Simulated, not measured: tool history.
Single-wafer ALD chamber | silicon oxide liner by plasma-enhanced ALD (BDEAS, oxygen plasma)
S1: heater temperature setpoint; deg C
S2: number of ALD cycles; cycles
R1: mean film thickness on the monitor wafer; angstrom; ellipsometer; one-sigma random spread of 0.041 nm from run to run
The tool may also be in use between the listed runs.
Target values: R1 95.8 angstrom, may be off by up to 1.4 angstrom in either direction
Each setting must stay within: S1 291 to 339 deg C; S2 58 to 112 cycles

{"run": 1, "day": 0.0, "S1": 315, "S2": 85, "R1": 82.696}
{"run": 2, "day": 0.204, "S1": 315, "S2": 78, "R1": 75.446}
{"run": 3, "day": 0.379, "S1": 314, "S2": 84, "R1": 81.751}
{"run": 4, "day": 0.417, "S1": 314, "S2": 73, "R1": 71.541}
{"run": 5, "day": 0.45, "S1": 322, "S2": 73, "R1": 69.94}
{"run": 6, "day": 0.796, "S1": 322, "S2": 78, "R1": 75.099}
{"run": 7, "day": 1.171, "S1": 321, "S2": 84, "R1": 81.108}
{"run": 8, "day": 1.483, "S1": 320, "S2": 88, "R1": 84.529}
{"run": 9, "day": 1.792, "S1": 317, "S2": 91, "R1": 88.232}
{"run": 10, "day": 1.838, "S1": 315, "S2": 93, "R1": 90.896}
{"run": 11, "day": 1.888, "S1": 315, "S2": 93, "R1": 90.332}
{"run": 12, "day": 2.096, "S1": 314, "S2": 94, "R1": 92.155}
{"day": 2.4, "done": "thermocouple changed; heater temperature recalibrated"}
{"run": 13, "day": 2.4, "S1": 312, "S2": 95, "R1": 92.131}
{"run": 14, "day": 2.529, "S1": 312, "S2": 96, "R1": 92.91}
{"run": 15, "day": 2.662, "S1": 312, "S2": 97, "R1": 93.812}

Exercise: of the 4 proposed moves below, exactly one satisfies all targets within the stated allowed misses. Which move is it?
{"run": "A", "day": 2.796, "S1": 322, "S2": 100, "R1": "?"}
{"run": "B", "day": 2.796, "S1": 312, "S2": 93, "R1": "?"}
{"run": "C", "day": 2.796, "S1": 309, "S2": 92, "R1": "?"}
{"run": "D", "day": 2.796, "S1": 319, "S2": 96, "R1": "?"}

move=A R1=95.712
move=B R1=90.3
move=C R1=89.711
move=D R1=92.282
A: each result inside its tolerance
B: the biggest miss grows against the last run
C: the biggest miss grows against the last run
D: the biggest miss grows against the last run
Answer: A
